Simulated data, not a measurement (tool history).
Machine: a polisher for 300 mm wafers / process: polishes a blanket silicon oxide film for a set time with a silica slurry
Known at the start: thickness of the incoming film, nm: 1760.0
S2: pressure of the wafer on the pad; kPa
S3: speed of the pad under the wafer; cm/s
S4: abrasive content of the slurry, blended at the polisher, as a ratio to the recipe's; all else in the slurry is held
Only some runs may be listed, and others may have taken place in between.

{"run": 1, "hour": 0.0, "flow of slurry (ml/min)": 190, "S2": 35.2, "S3": 92, "S4": 1.0, "polishing time (s)": 103, "film removed (nm)": 366.19}
{"run": 2, "hour": 3.6, "flow of slurry (ml/min)": 190, "S2": 35.2, "S3": 72, "S4": 1.0, "polishing time (s)": 103, "film removed (nm)": 291.15}
{"run": 3, "hour": 9.6, "flow of slurry (ml/min)": 190, "S2": 33.1, "S3": 72, "S4": 1.0, "polishing time (s)": 103, "film removed (nm)": 287.53}
{"run": 4, "hour": 13.0, "flow of slurry (ml/min)": 215, "S2": 33.1, "S3": 72, "S4": 1.0, "polishing time (s)": 103, "film removed (nm)": 281.35}
{"run": 5, "hour": 18.1, "flow of slurry (ml/min)": 250, "S2": 33.1, "S3": 72, "S4": 1.0, "polishing time (s)": 103, "film removed (nm)": 284.25}
{"run": 6, "hour": 21.8, "flow of slurry (ml/min)": 250, "S2": 31.0, "S3": 72, "S4": 1.0, "polishing time (s)": 103, "film removed (nm)": 279.23}
{"run": 7, "hour": 22.7, "flow of slurry (ml/min)": 250, "S2": 29.0, "S3": 72, "S4": 1.0, "polishing time (s)": 103, "film removed (nm)": 259.24}

Forecast run 8:
{"run": 8, "hour": 29.1, "flow of slurry (ml/min)": 250, "S2": 27.6, "S3": 72, "S4": 1.0, "polishing time (s)": 103, "film removed (nm)": "?"}

Run 8 measured film removed (nm) 248.02.

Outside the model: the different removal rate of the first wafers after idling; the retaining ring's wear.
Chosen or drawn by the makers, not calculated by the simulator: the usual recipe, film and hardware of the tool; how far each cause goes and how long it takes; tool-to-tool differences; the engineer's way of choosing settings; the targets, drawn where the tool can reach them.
